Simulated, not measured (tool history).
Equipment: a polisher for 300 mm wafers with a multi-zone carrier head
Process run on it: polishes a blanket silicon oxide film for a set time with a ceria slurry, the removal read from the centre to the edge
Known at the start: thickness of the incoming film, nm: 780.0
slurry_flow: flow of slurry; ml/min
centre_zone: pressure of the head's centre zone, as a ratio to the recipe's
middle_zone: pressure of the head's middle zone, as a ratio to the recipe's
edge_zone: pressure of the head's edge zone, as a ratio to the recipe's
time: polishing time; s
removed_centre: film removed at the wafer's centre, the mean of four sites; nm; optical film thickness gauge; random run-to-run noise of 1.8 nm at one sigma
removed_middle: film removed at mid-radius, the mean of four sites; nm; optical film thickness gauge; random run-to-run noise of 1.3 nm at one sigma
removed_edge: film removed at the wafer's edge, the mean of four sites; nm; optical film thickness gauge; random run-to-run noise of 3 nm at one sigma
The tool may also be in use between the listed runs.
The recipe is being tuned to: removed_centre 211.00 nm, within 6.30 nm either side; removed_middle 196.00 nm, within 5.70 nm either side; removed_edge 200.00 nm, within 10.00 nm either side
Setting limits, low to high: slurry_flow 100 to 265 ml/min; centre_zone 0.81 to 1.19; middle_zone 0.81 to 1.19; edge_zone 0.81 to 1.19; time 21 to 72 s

{"run": 1, "hour": 0.0, "slurry_flow": 170, "centre_zone": 1.0, "middle_zone": 1.0, "edge_zone": 1.0, "time": 46, "removed_centre": 235.28, "removed_middle": 232.62, "removed_edge": 234.28}
{"run": 2, "hour": 2.6, "slurry_flow": 170, "centre_zone": 1.0, "middle_zone": 1.0, "edge_zone": 0.96, "time": 46, "removed_centre": 239.68, "removed_middle": 233.26, "removed_edge": 224.44}
{"run": 3, "hour": 10.3, "slurry_flow": 170, "centre_zone": 1.0, "middle_zone": 1.0, "edge_zone": 0.92, "time": 46, "removed_centre": 236.41, "removed_middle": 237.21, "removed_edge": 226.98}
{"run": 4, "hour": 17.3, "slurry_flow": 170, "centre_zone": 0.93, "middle_zone": 1.0, "edge_zone": 0.92, "time": 46, "removed_centre": 223.43, "removed_middle": 236.66, "removed_edge": 221.69}
{"run": 5, "hour": 22.3, "slurry_flow": 170, "centre_zone": 0.86, "middle_zone": 1.0, "edge_zone": 0.92, "time": 46, "removed_centre": 205.11, "removed_middle": 233.49, "removed_edge": 226.23}
{"run": 6, "hour": 29.3, "slurry_flow": 165, "centre_zone": 0.88, "middle_zone": 0.98, "edge_zone": 0.91, "time": 46, "removed_centre": 209.83, "removed_middle": 227.04, "removed_edge": 223.31}
{"run": 7, "hour": 37.4, "slurry_flow": 160, "centre_zone": 0.89, "middle_zone": 0.97, "edge_zone": 0.89, "time": 46, "removed_centre": 207.92, "removed_middle": 226.1, "removed_edge": 219.86}
{"run": 8, "hour": 45.1, "slurry_flow": 155, "centre_zone": 0.91, "middle_zone": 0.95, "edge_zone": 0.88, "time": 46, "removed_centre": 216.03, "removed_middle": 221.79, "removed_edge": 220.96}
{"run": 9, "hour": 48.2, "slurry_flow": 150, "centre_zone": 0.92, "middle_zone": 0.94, "edge_zone": 0.87, "time": 45, "removed_centre": 208.91, "removed_middle": 212.92, "removed_edge": 211.24}
{"run": 10, "hour": 48.9, "slurry_flow": 145, "centre_zone": 0.93, "middle_zone": 0.93, "edge_zone": 0.86, "time": 45, "removed_centre": 209.83, "removed_middle": 211.55, "removed_edge": 206.34}
{"run": 11, "hour": 50.5, "slurry_flow": 140, "centre_zone": 0.94, "middle_zone": 0.92, "edge_zone": 0.86, "time": 45, "removed_centre": 207.11, "removed_middle": 208.7, "removed_edge": 211.15}
{"run": 12, "hour": 57.3, "slurry_flow": 140, "centre_zone": 0.95, "middle_zone": 0.91, "edge_zone": 0.85, "time": 45, "removed_centre": 213.1, "removed_middle": 206.83, "removed_edge": 203.15}
{"run": 13, "hour": 58.0, "slurry_flow": 135, "centre_zone": 0.95, "middle_zone": 0.9, "edge_zone": 0.85, "time": 45, "removed_centre": 209.61, "removed_middle": 202.95, "removed_edge": 204.86}

Which of these 4 next moves meets every target?
{"run": "A", "hour": 58.7, "slurry_flow": 170, "centre_zone": 0.98, "middle_zone": 0.99, "edge_zone": 0.89, "time": 41, "removed_centre": "?", "removed_middle": "?", "removed_edge": "?"}
{"run": "B", "hour": 58.7, "slurry_flow": 150, "centre_zone": 0.99, "middle_zone": 0.91, "edge_zone": 0.9, "time": 42, "removed_centre": "?", "removed_middle": "?", "removed_edge": "?"}
{"run": "C", "hour": 58.7, "slurry_flow": 120, "centre_zone": 0.88, "middle_zone": 0.95, "edge_zone": 0.91, "time": 46, "removed_centre": "?", "removed_middle": "?", "removed_edge": "?"}
{"run": "D", "hour": 58.7, "slurry_flow": 205, "centre_zone": 0.87, "middle_zone": 0.82, "edge_zone": 0.92, "time": 45, "removed_centre": "?", "removed_middle": "?", "removed_edge": "?"}

move=A removed_centre=207.41 removed_middle=208.33 removed_edge=195.23
move=B removed_centre=209.97 removed_middle=195.11 removed_edge=198.46
move=C removed_centre=195.64 removed_middle=213.37 removed_edge=212.50
move=D removed_centre=207.53 removed_middle=200.73 removed_edge=222.21
A: the biggest miss grows against the last run
B: each result inside its tolerance
C: the biggest miss grows against the last run
D: puts the biggest miss on target and leaves a different result outside tolerance
Move B is the one to make.

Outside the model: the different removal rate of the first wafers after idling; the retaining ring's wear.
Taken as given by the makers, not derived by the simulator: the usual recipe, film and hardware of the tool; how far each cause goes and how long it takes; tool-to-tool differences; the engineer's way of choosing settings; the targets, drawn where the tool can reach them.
